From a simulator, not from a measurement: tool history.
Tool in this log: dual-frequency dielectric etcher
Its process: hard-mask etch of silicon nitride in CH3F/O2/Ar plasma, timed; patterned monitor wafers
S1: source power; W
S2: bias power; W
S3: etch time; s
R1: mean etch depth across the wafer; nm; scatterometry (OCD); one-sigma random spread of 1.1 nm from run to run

{"run": 1, "hour": 0.0, "S1": 500, "S2": 64, "S3": 332.5, "R1": 235.76}
{"run": 2, "hour": 4.1, "S1": 560, "S2": 64, "S3": 332.5, "R1": 247.82}
{"run": 3, "hour": 12.7, "S1": 520, "S2": 63, "S3": 332.5, "R1": 237.22}
{"run": 4, "hour": 17.4, "S1": 520, "S2": 63, "S3": 332.5, "R1": 240.99}
{"run": 5, "hour": 22.9, "S1": 490, "S2": 62, "S3": 332.5, "R1": 231.48}
{"run": 6, "hour": 28.0, "S1": 490, "S2": 62, "S3": 332.5, "R1": 232.16}
{"run": 7, "hour": 29.8, "S1": 470, "S2": 61, "S3": 332.5, "R1": 227.97}
{"run": 8, "hour": 38.7, "S1": 470, "S2": 61, "S3": 332.5, "R1": 226.61}
{"run": 9, "hour": 43.5, "S1": 460, "S2": 61, "S3": 332.5, "R1": 225.16}
{"run": 10, "hour": 49.6, "S1": 450, "S2": 61, "S3": 332.5, "R1": 223.87}
{"run": 11, "hour": 51.8, "S1": 440, "S2": 61, "S3": 332.5, "R1": 222.73}
{"hour": 57.7, "done": "wet clean of the chamber"}
{"run": 12, "hour": 57.7, "S1": 430, "S2": 61, "S3": 332.5, "R1": 229.99}
{"run": 13, "hour": 59.1, "S1": 430, "S2": 59, "S3": 332.5, "R1": 226.05}

Run 14 comes next. What will it give?
{"run": 14, "hour": 64.1, "S1": 360, "S2": 58, "S3": 332.5, "R1": "?"}

{"run 14": {"R1": 211.62}}
